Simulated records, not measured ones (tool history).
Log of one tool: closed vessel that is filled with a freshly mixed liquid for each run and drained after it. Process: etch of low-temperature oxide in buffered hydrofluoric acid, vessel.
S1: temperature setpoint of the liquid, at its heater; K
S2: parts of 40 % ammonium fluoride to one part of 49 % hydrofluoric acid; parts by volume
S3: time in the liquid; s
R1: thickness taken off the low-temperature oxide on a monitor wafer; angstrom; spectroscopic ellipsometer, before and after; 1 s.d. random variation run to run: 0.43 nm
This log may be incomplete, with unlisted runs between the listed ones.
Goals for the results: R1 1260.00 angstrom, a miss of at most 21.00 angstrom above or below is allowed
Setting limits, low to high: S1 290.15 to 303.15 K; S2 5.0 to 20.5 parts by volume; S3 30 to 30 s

run,hour,S1,S2,S3,R1
1,0.0,295.15,12.5,30,998.37
2,2.1,296.15,12.5,30,1062.20
3,4.7,296.15,12.5,30,1053.20
4,13.1,296.65,12.5,30,1089.20
5,20.1,296.65,11.0,30,1230.50
6,24.2,296.65,9.5,30,1393.50
7,26.4,296.15,9.5,30,1352.10
8,31.1,295.65,9.5,30,1325.80
9,36.6,295.15,9.5,30,1284.70

Which one of the following 4 next-run settings gets every result inside its allowed miss? There is exactly one.
A,42.1,295.65,9.5,30,?
B,42.1,296.65,11.0,30,?
C,42.1,290.15,7.5,30,?
D,42.1,298.65,12.0,30,?

move,R1
A,1316.80
B,1227.50
C,1219.80
D,1257.10
A: the biggest miss grows against the last run
B: pushes the last run's worst result past its target
C: pushes the last run's worst result past its target
D: meets every target
Correct choice: D, which meets every target

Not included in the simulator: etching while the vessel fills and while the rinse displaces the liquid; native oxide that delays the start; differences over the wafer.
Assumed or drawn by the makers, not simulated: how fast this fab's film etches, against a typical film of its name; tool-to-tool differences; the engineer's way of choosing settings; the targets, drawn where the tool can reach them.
